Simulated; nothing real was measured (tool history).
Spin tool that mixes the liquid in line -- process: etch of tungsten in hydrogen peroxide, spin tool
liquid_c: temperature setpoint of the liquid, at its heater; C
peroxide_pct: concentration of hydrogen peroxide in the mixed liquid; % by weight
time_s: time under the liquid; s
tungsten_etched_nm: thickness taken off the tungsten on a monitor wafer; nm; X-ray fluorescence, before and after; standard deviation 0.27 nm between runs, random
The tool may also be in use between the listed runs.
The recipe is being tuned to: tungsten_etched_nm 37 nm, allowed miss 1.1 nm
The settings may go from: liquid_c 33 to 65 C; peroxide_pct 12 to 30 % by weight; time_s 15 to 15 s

| run | hour | liquid_c | peroxide_pct | time_s | tungsten_etched_nm |
|---|---|---|---|---|---|
| 1 | 0 | 49 | 22 | 15 | 17.657 |
| 2 | 7.5 | 45.5 | 22 | 15 | 14.179 |
| 3 | 11.4 | 47.5 | 22 | 15 | 16.147 |
| 4 | 12.7 | 49 | 22 | 15 | 17.485 |
| 5 | 19.7 | 50.5 | 22 | 15 | 19.676 |
| 6 | 28.3 | 51.5 | 22 | 15 | 20.343 |
| 7 | 35 | 52.5 | 22 | 15 | 21.934 |
| 8 | 43.5 | 60.5 | 22.5 | 15 | 35.135 |

4 candidate next runs follow, results not yet known. Just one meets every target within its allowed miss. Identify it.
| A | 52 | 62 | 20.5 | 15 | ? |
| B | 52 | 63 | 21.5 | 15 | ? |
| C | 52 | 59 | 24 | 15 | ? |
| D | 52 | 63 | 22 | 15 | ? |

| move | tungsten_etched_nm |
|---|---|
| A | 36.291 |
| B | 39.331 |
| C | 33.061 |
| D | 39.786 |
A: hits every target within its allowed miss
B: the result that was furthest off in the last run now lies on the other side of its target
C: misses by more than the last run did
D: the result that was furthest off in the last run now lies on the other side of its target
The right move is A.
